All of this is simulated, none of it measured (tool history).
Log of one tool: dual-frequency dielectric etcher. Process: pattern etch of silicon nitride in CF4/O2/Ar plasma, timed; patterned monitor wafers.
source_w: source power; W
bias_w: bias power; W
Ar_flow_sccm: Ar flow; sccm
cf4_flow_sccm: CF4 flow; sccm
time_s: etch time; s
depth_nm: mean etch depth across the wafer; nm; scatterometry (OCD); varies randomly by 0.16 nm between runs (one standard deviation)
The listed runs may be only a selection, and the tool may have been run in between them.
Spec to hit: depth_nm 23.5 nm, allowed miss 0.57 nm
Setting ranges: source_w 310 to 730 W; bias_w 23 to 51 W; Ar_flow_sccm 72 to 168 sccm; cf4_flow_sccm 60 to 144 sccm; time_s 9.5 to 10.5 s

run  hour  source_w  bias_w  Ar_flow_sccm  cf4_flow_sccm  time_s  depth_nm
  1     0       520      37           120            102    10.5    20.206
  2   0.6       450      37           120            102    10.5     17.34
  3   3.3       450      37           107            102    10.5    17.825
  4   5.9       470      37           107            102    10.5    18.532
  5   7.6       470      37            98            102    10.5    18.842
  6   9.7       490      37            98            102    10.5    19.574
  7  16.5       510      37            98            102    10.5    20.575
  8  19.5       520      37            98            102    10.5    20.462
  9  27.6       530      37            98            102    10.5    21.176
 10  35.1       540      37            98            102    10.5    21.562
 11  41.1       550      37            98            102    10.5     22.06
 12  45.6       560      37            98            102    10.5    22.288

Of the 5 settings listed for the next run, only one would bring every result within its allowed miss of target. Which one?
  A  50.1       620      34           107            106    10.5         ?
  B  50.1       550      38           100             93      10         ?
  C  50.1       550      36            90             99      10         ?
  D  50.1       490      41            92            104    10.5         ?
  E  50.1       540      39           103             98    10.5         ?

move  depth_nm
   A    23.416
   B     20.63
   C    20.704
   D    20.541
   E    21.567
A: all results land within tolerance of their targets
B: moves away from the targets compared with the last run
C: moves away from the targets compared with the last run
D: moves away from the targets compared with the last run
E: moves away from the targets compared with the last run
So the answer is move A, the one that meets all the targets.
